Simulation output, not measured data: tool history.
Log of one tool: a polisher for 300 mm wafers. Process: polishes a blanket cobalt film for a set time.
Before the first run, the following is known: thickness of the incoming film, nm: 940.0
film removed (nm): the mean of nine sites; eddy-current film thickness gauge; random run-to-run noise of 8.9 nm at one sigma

run,day,flow of slurry (ml/min),pressure of the wafer on the pad (kPa),speed of the pad under the wafer (m/s),polishing time (s),film removed (nm)
1,0,225,17.2,0.9,81,362.78
2,0.2,225,18.6,0.9,81,386.95
3,0.225,225,20,0.92,81,431.59
4,0.479,265,20,0.92,81,422.63
5,0.817,265,20.7,0.94,81,449.58
6,1.171,210,20.7,0.94,81,436.79
7,1.367,210,25.5,0.98,81,532.51
8,1.6,210,25.5,0.98,81,543.35
9,1.675,210,25.5,1,81,552.08
10,1.867,210,25.5,1.02,81,547.99
11,2.142,210,25.5,1.04,81,556.14

Run 12 comes next. What will it give?
12,2.5,210,25.5,1.06,81,?

Run 12 produced film removed (nm) 573.64.
